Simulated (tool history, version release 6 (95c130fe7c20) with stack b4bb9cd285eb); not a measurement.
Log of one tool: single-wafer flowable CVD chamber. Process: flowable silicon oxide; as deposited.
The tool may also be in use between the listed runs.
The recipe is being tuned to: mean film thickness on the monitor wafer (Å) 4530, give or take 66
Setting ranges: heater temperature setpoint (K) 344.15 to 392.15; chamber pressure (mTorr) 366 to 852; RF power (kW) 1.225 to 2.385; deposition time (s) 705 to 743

run  hour  heater temperature setpoint (K)  chamber pressure (mTorr)  RF power (kW)  deposition time (s)  mean film thickness on the monitor wafer (Å)
  1     0                           368.15                       609          1.805                  743                                        3338.3
  2   3.3                           374.15                       609          1.805                  743                                        2654.5
  3    12                           370.15                       609          1.805                  743                                        3111.7
  4    15                           370.15                       609          1.805                  705                                        2935.2
  5  22.2                           367.15                       609          1.805                  705                                        3276.3
  6  26.5                           364.15                       609          1.805                  705                                        3647.8
  7    27                           362.15                       609          1.805                  705                                          3901
  8  32.4                           361.15                       609          1.805                  705                                        4010.6

Exercise: of the 4 proposed moves below, exactly one satisfies all targets within the stated allowed misses. Which move is it?
  A  37.8                           358.15                       612          1.835                  717                                             ?
  B  37.8                           361.15                       578          1.835                  707                                             ?
  C  37.8                           364.15                       685           1.74                  743                                             ?
  D  37.8                           358.15                       582           1.84                  711                                             ?

move  mean film thickness on the monitor wafer (Å)
   A                                        4518.2
   B                                        3824.1
   C                                          4245
   D                                        4268.1
A: every result within its allowed miss
B: its largest miss is bigger than the last run's
C: an improvement on the last run, though not all results are within tolerance
D: an improvement on the last run, though not all results are within tolerance
A meets every target.

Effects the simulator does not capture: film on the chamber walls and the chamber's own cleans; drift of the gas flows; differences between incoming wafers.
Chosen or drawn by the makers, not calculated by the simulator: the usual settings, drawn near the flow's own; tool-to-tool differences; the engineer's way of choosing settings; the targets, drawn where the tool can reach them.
